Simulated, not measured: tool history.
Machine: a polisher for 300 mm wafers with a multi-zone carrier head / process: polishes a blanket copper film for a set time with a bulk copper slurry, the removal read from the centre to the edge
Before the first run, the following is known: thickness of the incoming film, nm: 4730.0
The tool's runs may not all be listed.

run  hour  flow of slurry (ml/min)  pressure of the head's centre zone  pressure of the head's middle zone  pressure of the head's edge zone  abrasive content of the slurry  polishing time (s)  film removed at the wafer's centre (Å)  film removed at mid-radius (Å)  film removed at the wafer's edge (Å)
  1     0                      260                                   1                                   1                                 1                               1                  76                                  7661.1                          7286.6                                7214.6
  2   3.6                      260                                   1                                   1                                 1                             1.1                  76                                  7831.3                          7529.1                                7284.2
  3   4.6                      260                                   1                                   1                                 1                             1.1                  94                                  9791.7                          9031.4                                9075.2
  4  10.4                      260                                   1                                   1                                 1                             1.1                 112                                   11479                           10900                                 10905
  5  18.9                      255                                0.98                                0.99                              0.98                               1                 105                                   10392                          9897.3                                9753.4
  6    20                      245                                0.96                                0.97                              0.97                            0.95                  99                                  9265.4                          9161.5                                8976.9
  7  28.4                      245                                0.95                                0.95                              0.96                             0.9                  94                                  8713.8                          8234.6                                  8272
  8  34.4                      235                                0.93                                0.94                              0.95                            0.85                  90                                  7813.1                          7582.3                                7811.4

Estimate the outcome of run 9 from the log above:
  9  37.6                      305                                0.93                                0.98                              0.85                             0.6                  68                                       ?                               ?                                     ?

{"run 9": {"film removed at the wafer's centre (Å)": 5316.7, "film removed at mid-radius (Å)": 5425.8, "film removed at the wafer's edge (Å)": 5029.1}}
